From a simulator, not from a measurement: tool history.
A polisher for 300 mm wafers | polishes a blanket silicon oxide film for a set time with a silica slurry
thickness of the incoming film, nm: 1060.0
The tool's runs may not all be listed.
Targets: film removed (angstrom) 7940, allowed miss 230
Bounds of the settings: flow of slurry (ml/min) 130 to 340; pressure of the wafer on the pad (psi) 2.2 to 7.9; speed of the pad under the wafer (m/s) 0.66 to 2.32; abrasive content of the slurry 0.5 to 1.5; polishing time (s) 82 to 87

run  hour  flow of slurry (ml/min)  pressure of the wafer on the pad (psi)  speed of the pad under the wafer (m/s)  abrasive content of the slurry  polishing time (s)  film removed (angstrom)
  1     0                      220                                       5                                    1.48                               1                  82                   4368.3
  2   1.3                      225                                     5.6                                    1.48                               1                  82                   4828.8
  3   7.9                      225                                     5.6                                    1.48                             0.8                  82                   4299.2
  4  13.7                      225                                     5.6                                    1.12                             0.8                  82                   3640.4
  5    20                      225                                     6.1                                    1.26                             0.8                  82                   4212.1
  6  23.5                      225                                     6.5                                     1.4                             0.8                  82                   4805.6
  7  29.9                      225                                     6.8                                    1.52                             0.8                  82                   5228.2
  8    31                      230                                       7                                    1.62                             0.8                  82                     5610
  9  34.1                      230                                     7.2                                    1.72                             0.8                  82                   6038.6
 10  39.9                      230                                     7.3                                     1.8                             0.8                  82                   6207.9
 11  46.4                      230                                     7.4                                    1.88                             0.8                  82                   6546.5
 12  54.4                      230                                     7.5                                    1.94                             0.8                  82                   6682.7
 13  63.2                      235                                     7.6                                       2                             0.8                  82                   6974.7

4 next moves are on the table. One of them brings every result within its allowed miss. Which?
  A    72                      260                                     7.8                                    1.92                            0.85                  85                        ?
  B    72                      210                                     7.7                                    2.12                               1                  82                        ?
  C    72                      240                                     7.9                                    2.32                            0.65                  83                        ?
  D    72                      195                                     6.2                                     2.3                            1.05                  86                        ?

move  film removed (angstrom)
   A                   7498.8
   B                   8026.5
   C                   7324.6
   D                   7449.5
A: nearer than the last run, and not there yet
B: meets every target
C: nearer than the last run, and not there yet
D: nearer than the last run, and not there yet
The right move is B.
